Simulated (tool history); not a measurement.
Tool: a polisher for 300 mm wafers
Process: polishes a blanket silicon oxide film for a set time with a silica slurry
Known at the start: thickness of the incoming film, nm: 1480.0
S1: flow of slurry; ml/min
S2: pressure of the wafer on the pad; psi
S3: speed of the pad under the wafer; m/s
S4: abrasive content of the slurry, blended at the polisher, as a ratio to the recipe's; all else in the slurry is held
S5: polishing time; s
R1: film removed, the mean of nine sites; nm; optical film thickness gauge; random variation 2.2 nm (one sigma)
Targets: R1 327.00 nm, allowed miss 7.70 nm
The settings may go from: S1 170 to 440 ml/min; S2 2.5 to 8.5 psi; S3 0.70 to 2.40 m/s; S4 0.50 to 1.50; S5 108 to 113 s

{"run": 1, "hour": 0.0, "S1": 280, "S2": 5.5, "S3": 1.54, "S4": 1.0, "S5": 108, "R1": 357.03}
{"run": 2, "hour": 4.1, "S1": 250, "S2": 5.5, "S3": 1.54, "S4": 1.0, "S5": 108, "R1": 353.67}
{"run": 3, "hour": 9.5, "S1": 250, "S2": 5.4, "S3": 1.54, "S4": 1.0, "S5": 108, "R1": 348.95}
{"run": 4, "hour": 13.5, "S1": 250, "S2": 5.4, "S3": 1.54, "S4": 1.0, "S5": 108, "R1": 348.6}
{"run": 5, "hour": 14.8, "S1": 250, "S2": 5.3, "S3": 1.54, "S4": 1.0, "S5": 108, "R1": 345.73}
{"run": 6, "hour": 20.7, "S1": 250, "S2": 6.5, "S3": 1.54, "S4": 1.0, "S5": 108, "R1": 403.1}
{"run": 7, "hour": 22.0, "S1": 245, "S2": 6.2, "S3": 1.54, "S4": 1.0, "S5": 108, "R1": 389.78}
{"run": 8, "hour": 30.4, "S1": 245, "S2": 5.9, "S3": 1.54, "S4": 1.0, "S5": 108, "R1": 377.18}
{"run": 9, "hour": 37.7, "S1": 245, "S2": 5.7, "S3": 1.54, "S4": 1.0, "S5": 108, "R1": 368.02}
{"run": 10, "hour": 39.0, "S1": 245, "S2": 5.5, "S3": 1.54, "S4": 1.0, "S5": 108, "R1": 353.02}

Which of these 5 next moves meets every target?
{"run": "A", "hour": 40.3, "S1": 260, "S2": 5.0, "S3": 1.48, "S4": 1.05, "S5": 110, "R1": "?"}
{"run": "B", "hour": 40.3, "S1": 245, "S2": 7.2, "S3": 1.18, "S4": 0.95, "S5": 113, "R1": "?"}
{"run": "C", "hour": 40.3, "S1": 210, "S2": 7.6, "S3": 1.32, "S4": 0.85, "S5": 113, "R1": "?"}
{"run": "D", "hour": 40.3, "S1": 275, "S2": 5.7, "S3": 1.48, "S4": 0.9, "S5": 108, "R1": "?"}
{"run": "E", "hour": 40.3, "S1": 235, "S2": 4.7, "S3": 1.66, "S4": 1.1, "S5": 112, "R1": "?"}

move=A R1=327.11
move=B R1=365.49
move=C R1=394.96
move=D R1=341.68
move=E R1=348.36
A: meets every target
B: further off than the last run
C: further off than the last run
D: nearer than the last run, and not there yet
E: nearer than the last run, and not there yet
The right move is A.
